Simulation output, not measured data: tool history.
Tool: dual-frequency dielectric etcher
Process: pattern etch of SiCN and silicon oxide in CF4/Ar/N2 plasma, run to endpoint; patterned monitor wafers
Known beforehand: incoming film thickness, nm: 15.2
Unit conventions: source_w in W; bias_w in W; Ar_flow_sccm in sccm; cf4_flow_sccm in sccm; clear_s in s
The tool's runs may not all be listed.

Run 1, day 0: source_w 540 W, bias_w 67 W, Ar_flow_sccm 78 sccm, cf4_flow_sccm 62 sccm. Result: clear_s 14.919 s.
Run 2, day 0.121: source_w 540 W, bias_w 73 W, Ar_flow_sccm 78 sccm, cf4_flow_sccm 62 sccm. Result: clear_s 14.747 s.
Run 3, day 0.35: source_w 630 W, bias_w 73 W, Ar_flow_sccm 78 sccm, cf4_flow_sccm 62 sccm. Result: clear_s 12.552 s.
Run 4, day 0.396: source_w 630 W, bias_w 80 W, Ar_flow_sccm 78 sccm, cf4_flow_sccm 62 sccm. Result: clear_s 12.29 s.
Run 5, day 0.688: source_w 560 W, bias_w 76 W, Ar_flow_sccm 80 sccm, cf4_flow_sccm 61 sccm. Result: clear_s 14.091 s.
Run 6, day 0.792: source_w 510 W, bias_w 73 W, Ar_flow_sccm 82 sccm, cf4_flow_sccm 60 sccm. Result: clear_s 15.872 s.

Run 7 comes next. What will it give?
Run 7, day 1.083: source_w 470 W, bias_w 72 W, Ar_flow_sccm 82 sccm, cf4_flow_sccm 60 sccm. Result: clear_s ?.

Run 7 measured clear_s 17.24 s.

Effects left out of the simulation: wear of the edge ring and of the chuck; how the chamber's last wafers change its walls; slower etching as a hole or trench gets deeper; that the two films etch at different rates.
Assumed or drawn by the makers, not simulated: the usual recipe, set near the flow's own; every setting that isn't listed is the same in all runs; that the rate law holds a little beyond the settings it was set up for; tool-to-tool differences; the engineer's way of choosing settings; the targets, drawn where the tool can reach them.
